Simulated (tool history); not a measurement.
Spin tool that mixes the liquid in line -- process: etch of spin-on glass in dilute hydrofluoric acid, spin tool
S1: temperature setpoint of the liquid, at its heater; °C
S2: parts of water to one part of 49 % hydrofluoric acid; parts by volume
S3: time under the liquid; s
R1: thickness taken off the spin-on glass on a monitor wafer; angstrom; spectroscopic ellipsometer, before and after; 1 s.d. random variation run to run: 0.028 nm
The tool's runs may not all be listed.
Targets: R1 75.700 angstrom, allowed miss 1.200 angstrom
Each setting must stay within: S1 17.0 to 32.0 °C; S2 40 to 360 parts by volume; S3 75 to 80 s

run 1 hour=0.0 | S1=24.0 S2=200 S3=75 | R1=148.750
run 2 hour=5.8 | S1=24.0 S2=200 S3=75 | R1=149.280
run 3 hour=11.6 | S1=24.0 S2=225 S3=75 | R1=129.280
run 4 hour=16.8 | S1=23.0 S2=230 S3=75 | R1=120.860
run 5 hour=25.5 | S1=22.0 S2=235 S3=75 | R1=114.040
run 6 hour=27.7 | S1=22.0 S2=235 S3=80 | R1=120.890
run 7 hour=35.9 | S1=21.5 S2=240 S3=80 | R1=115.950
run 8 hour=41.7 | S1=21.0 S2=245 S3=80 | R1=110.980
run 9 hour=42.6 | S1=20.5 S2=250 S3=80 | R1=106.510
run 10 hour=49.7 | S1=20.0 S2=255 S3=80 | R1=101.270
run 11 hour=53.4 | S1=19.5 S2=260 S3=80 | R1=96.810
run 12 hour=57.7 | S1=19.0 S2=265 S3=80 | R1=92.614

5 candidate next runs follow, results not yet known. Just one meets every target within its allowed miss. Identify it.
run A hour=62.0 | S1=17.5 S2=290 S3=80 | R1=?
run B hour=62.0 | S1=17.0 S2=270 S3=75 | R1=?
run C hour=62.0 | S1=20.0 S2=305 S3=75 | R1=?
run D hour=62.0 | S1=19.0 S2=285 S3=75 | R1=?
run E hour=62.0 | S1=18.5 S2=300 S3=80 | R1=?

move=A R1=79.150
move=B R1=79.541
move=C R1=76.411
move=D R1=80.227
move=E R1=78.758
A: nearer the targets than the last run, but a result is still out of spec
B: nearer the targets than the last run, but a result is still out of spec
C: in spec on every target
D: nearer the targets than the last run, but a result is still out of spec
E: nearer the targets than the last run, but a result is still out of spec
Move C is the one to make.

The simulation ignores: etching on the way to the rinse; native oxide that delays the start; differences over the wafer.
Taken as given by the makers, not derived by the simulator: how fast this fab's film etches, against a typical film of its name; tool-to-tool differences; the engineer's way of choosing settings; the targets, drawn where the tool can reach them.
